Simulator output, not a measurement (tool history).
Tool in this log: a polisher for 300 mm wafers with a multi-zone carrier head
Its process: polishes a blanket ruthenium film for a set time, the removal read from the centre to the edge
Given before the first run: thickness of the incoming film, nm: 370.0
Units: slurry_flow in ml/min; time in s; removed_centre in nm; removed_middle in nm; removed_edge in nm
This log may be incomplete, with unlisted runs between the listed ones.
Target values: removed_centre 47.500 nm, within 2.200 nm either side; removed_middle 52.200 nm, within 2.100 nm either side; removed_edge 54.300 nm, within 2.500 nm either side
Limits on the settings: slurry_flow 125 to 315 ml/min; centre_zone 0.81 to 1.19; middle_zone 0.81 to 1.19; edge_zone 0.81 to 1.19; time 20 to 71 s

{"run": 1, "hour": 0.0, "slurry_flow": 205, "centre_zone": 1.0, "middle_zone": 1.0, "edge_zone": 1.0, "time": 45, "removed_centre": 59.015, "removed_middle": 59.307, "removed_edge": 56.114}
{"run": 2, "hour": 8.2, "slurry_flow": 205, "centre_zone": 1.0, "middle_zone": 1.0, "edge_zone": 1.0, "time": 38, "removed_centre": 50.198, "removed_middle": 49.476, "removed_edge": 48.702}
{"run": 3, "hour": 15.0, "slurry_flow": 205, "centre_zone": 1.0, "middle_zone": 0.92, "edge_zone": 1.0, "time": 38, "removed_centre": 50.254, "removed_middle": 45.626, "removed_edge": 48.964}
{"run": 4, "hour": 19.5, "slurry_flow": 210, "centre_zone": 0.98, "middle_zone": 0.94, "edge_zone": 1.02, "time": 38, "removed_centre": 50.921, "removed_middle": 46.798, "removed_edge": 49.413}
{"run": 5, "hour": 23.2, "slurry_flow": 195, "centre_zone": 0.94, "middle_zone": 0.96, "edge_zone": 1.05, "time": 39, "removed_centre": 48.171, "removed_middle": 48.183, "removed_edge": 50.83}
{"run": 6, "hour": 26.7, "slurry_flow": 195, "centre_zone": 0.94, "middle_zone": 0.96, "edge_zone": 1.1, "time": 39, "removed_centre": 47.905, "removed_middle": 49.579, "removed_edge": 52.148}
{"run": 7, "hour": 28.1, "slurry_flow": 195, "centre_zone": 0.94, "middle_zone": 0.96, "edge_zone": 1.11, "time": 39, "removed_centre": 48.156, "removed_middle": 49.508, "removed_edge": 54.07}
{"run": 8, "hour": 32.2, "slurry_flow": 195, "centre_zone": 0.94, "middle_zone": 0.97, "edge_zone": 1.11, "time": 39, "removed_centre": 48.248, "removed_middle": 49.244, "removed_edge": 52.688}
{"run": 9, "hour": 35.9, "slurry_flow": 195, "centre_zone": 0.93, "middle_zone": 0.98, "edge_zone": 1.12, "time": 39, "removed_centre": 48.266, "removed_middle": 50.463, "removed_edge": 52.226}
{"run": 10, "hour": 39.6, "slurry_flow": 190, "centre_zone": 0.92, "middle_zone": 0.98, "edge_zone": 1.13, "time": 39, "removed_centre": 46.608, "removed_middle": 50.05, "removed_edge": 53.366}
{"run": 11, "hour": 46.7, "slurry_flow": 190, "centre_zone": 0.92, "middle_zone": 0.99, "edge_zone": 1.13, "time": 39, "removed_centre": 47.529, "removed_middle": 50.092, "removed_edge": 52.309}
{"run": 12, "hour": 54.2, "slurry_flow": 190, "centre_zone": 0.92, "middle_zone": 0.99, "edge_zone": 1.13, "time": 39, "removed_centre": 47.372, "removed_middle": 49.597, "removed_edge": 54.677}

5 candidate next runs follow, results not yet known. Just one meets every target within its allowed miss. Identify it.
{"run": "A", "hour": 61.7, "slurry_flow": 140, "centre_zone": 0.95, "middle_zone": 0.81, "edge_zone": 1.0, "time": 46, "removed_centre": "?", "removed_middle": "?", "removed_edge": "?"}
{"run": "B", "hour": 61.7, "slurry_flow": 155, "centre_zone": 0.95, "middle_zone": 0.92, "edge_zone": 1.14, "time": 41, "removed_centre": "?", "removed_middle": "?", "removed_edge": "?"}
{"run": "C", "hour": 61.7, "slurry_flow": 165, "centre_zone": 0.85, "middle_zone": 0.95, "edge_zone": 1.15, "time": 40, "removed_centre": "?", "removed_middle": "?", "removed_edge": "?"}
{"run": "D", "hour": 61.7, "slurry_flow": 205, "centre_zone": 0.87, "middle_zone": 0.98, "edge_zone": 1.16, "time": 38, "removed_centre": "?", "removed_middle": "?", "removed_edge": "?"}
{"run": "E", "hour": 61.7, "slurry_flow": 170, "centre_zone": 0.91, "middle_zone": 1.01, "edge_zone": 1.14, "time": 41, "removed_centre": "?", "removed_middle": "?", "removed_edge": "?"}

move=A removed_centre=54.038 removed_middle=49.011 removed_edge=55.475
move=B removed_centre=49.028 removed_middle=49.243 removed_edge=53.283
move=C removed_centre=43.324 removed_middle=49.810 removed_edge=52.533
move=D removed_centre=43.459 removed_middle=49.947 removed_edge=51.154
move=E removed_centre=47.718 removed_middle=53.960 removed_edge=53.721
A: misses by more than the last run did
B: misses by more than the last run did
C: misses by more than the last run did
D: misses by more than the last run did
E: hits every target within its allowed miss
The move that meets every target is E.
